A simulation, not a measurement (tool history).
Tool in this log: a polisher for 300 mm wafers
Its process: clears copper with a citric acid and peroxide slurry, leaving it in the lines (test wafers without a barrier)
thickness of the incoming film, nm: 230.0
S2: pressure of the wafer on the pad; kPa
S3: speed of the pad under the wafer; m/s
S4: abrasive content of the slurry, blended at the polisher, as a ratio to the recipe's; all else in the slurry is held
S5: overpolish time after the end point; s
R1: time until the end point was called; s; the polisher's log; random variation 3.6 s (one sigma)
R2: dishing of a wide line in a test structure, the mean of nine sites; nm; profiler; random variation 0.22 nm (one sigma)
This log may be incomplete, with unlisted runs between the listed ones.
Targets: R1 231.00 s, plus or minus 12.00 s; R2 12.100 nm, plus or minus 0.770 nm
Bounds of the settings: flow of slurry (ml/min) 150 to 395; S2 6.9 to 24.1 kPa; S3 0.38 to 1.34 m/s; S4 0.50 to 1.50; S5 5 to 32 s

{"run": 1, "hour": 0.0, "flow of slurry (ml/min)": 250, "S2": 15.2, "S3": 0.86, "S4": 1.0, "S5": 16, "R1": 171.18, "R2": 13.274}
{"run": 2, "hour": 8.9, "flow of slurry (ml/min)": 250, "S2": 15.2, "S3": 1.04, "S4": 1.0, "S5": 16, "R1": 148.48, "R2": 14.849}
{"run": 3, "hour": 10.4, "flow of slurry (ml/min)": 250, "S2": 13.8, "S3": 1.04, "S4": 1.0, "S5": 17, "R1": 163.05, "R2": 15.573}
{"run": 4, "hour": 11.9, "flow of slurry (ml/min)": 250, "S2": 13.8, "S3": 1.04, "S4": 1.0, "S5": 23, "R1": 159.08, "R2": 20.365}
{"run": 5, "hour": 14.5, "flow of slurry (ml/min)": 300, "S2": 13.8, "S3": 1.04, "S4": 1.0, "S5": 23, "R1": 155.84, "R2": 20.306}
{"run": 6, "hour": 16.1, "flow of slurry (ml/min)": 300, "S2": 12.4, "S3": 1.02, "S4": 1.0, "S5": 22, "R1": 175.32, "R2": 18.198}
{"run": 7, "hour": 25.0, "flow of slurry (ml/min)": 300, "S2": 11.7, "S3": 1.0, "S4": 1.0, "S5": 21, "R1": 180.54, "R2": 15.808}
{"run": 8, "hour": 25.6, "flow of slurry (ml/min)": 300, "S2": 11.0, "S3": 1.0, "S4": 1.0, "S5": 21, "R1": 188.05, "R2": 15.508}
{"run": 9, "hour": 33.4, "flow of slurry (ml/min)": 300, "S2": 10.3, "S3": 1.0, "S4": 1.0, "S5": 21, "R1": 193.55, "R2": 15.629}
{"run": 10, "hour": 36.9, "flow of slurry (ml/min)": 300, "S2": 6.9, "S3": 0.98, "S4": 1.0, "S5": 18, "R1": 253.69, "R2": 10.212}
{"run": 11, "hour": 42.0, "flow of slurry (ml/min)": 300, "S2": 7.6, "S3": 0.98, "S4": 1.0, "S5": 19, "R1": 239.34, "R2": 11.252}

4 next moves are on the table. One of them brings every result within its allowed miss. Which?
{"run": "A", "hour": 47.1, "flow of slurry (ml/min)": 300, "S2": 7.6, "S3": 0.96, "S4": 1.0, "S5": 18, "R1": "?", "R2": "?"}
{"run": "B", "hour": 47.1, "flow of slurry (ml/min)": 255, "S2": 9.7, "S3": 0.98, "S4": 0.85, "S5": 16, "R1": "?", "R2": "?"}
{"run": "C", "hour": 47.1, "flow of slurry (ml/min)": 395, "S2": 9.7, "S3": 0.84, "S4": 1.0, "S5": 19, "R1": "?", "R2": "?"}
{"run": "D", "hour": 47.1, "flow of slurry (ml/min)": 240, "S2": 8.3, "S3": 0.9, "S4": 1.0, "S5": 20, "R1": "?", "R2": "?"}

move=A R1=250.72 R2=10.339
move=B R1=226.51 R2=10.218
move=C R1=234.97 R2=11.558
move=D R1=254.52 R2=11.237
A: moves away from the targets compared with the last run
B: moves away from the targets compared with the last run
C: meets every target
D: moves away from the targets compared with the last run
Go with C: it meets all targets.

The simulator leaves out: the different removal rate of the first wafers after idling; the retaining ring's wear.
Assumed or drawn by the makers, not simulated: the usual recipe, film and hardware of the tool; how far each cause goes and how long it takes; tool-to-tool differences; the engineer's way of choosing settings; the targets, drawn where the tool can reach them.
